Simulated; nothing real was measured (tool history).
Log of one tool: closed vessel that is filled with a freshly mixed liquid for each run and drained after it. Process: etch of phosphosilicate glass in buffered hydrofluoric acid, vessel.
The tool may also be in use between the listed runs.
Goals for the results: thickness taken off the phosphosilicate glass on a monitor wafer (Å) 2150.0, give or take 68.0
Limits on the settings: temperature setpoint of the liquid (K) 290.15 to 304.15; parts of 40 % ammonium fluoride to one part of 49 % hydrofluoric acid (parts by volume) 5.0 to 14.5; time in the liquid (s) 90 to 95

run,hour,temperature setpoint of the liquid (K),parts of 40 % ammonium fluoride to one part of 49 % hydrofluoric acid (parts by volume),time in the liquid (s),thickness taken off the phosphosilicate glass on a monitor wafer (Å)
1,0.0,296.15,9.0,90,3379.6
2,5.5,296.15,7.0,90,4369.2
3,8.0,295.65,7.5,90,3962.5
4,11.3,295.65,9.0,90,3289.2
5,19.1,295.65,7.5,90,3925.8
6,24.5,298.15,7.5,90,4522.6
7,26.2,297.15,8.0,90,4032.1
8,28.4,293.15,10.5,90,2513.8
9,34.3,292.65,10.5,90,2456.1
10,40.6,292.15,10.5,90,2358.1
11,45.7,291.15,10.5,90,2277.3

Which of these 4 next moves meets every target?
A,50.8,290.15,11.0,90,?
B,50.8,290.15,11.5,90,?
C,50.8,290.65,12.5,95,?
D,50.8,290.65,11.5,95,?

move,thickness taken off the phosphosilicate glass on a monitor wafer (Å)
A,2032.4
B,1946.0
C,1947.9
D,2113.5
A: the result that was furthest off in the last run now lies on the other side of its target
B: the result that was furthest off in the last run now lies on the other side of its target
C: the result that was furthest off in the last run now lies on the other side of its target
D: every result within its allowed miss
Answer: D
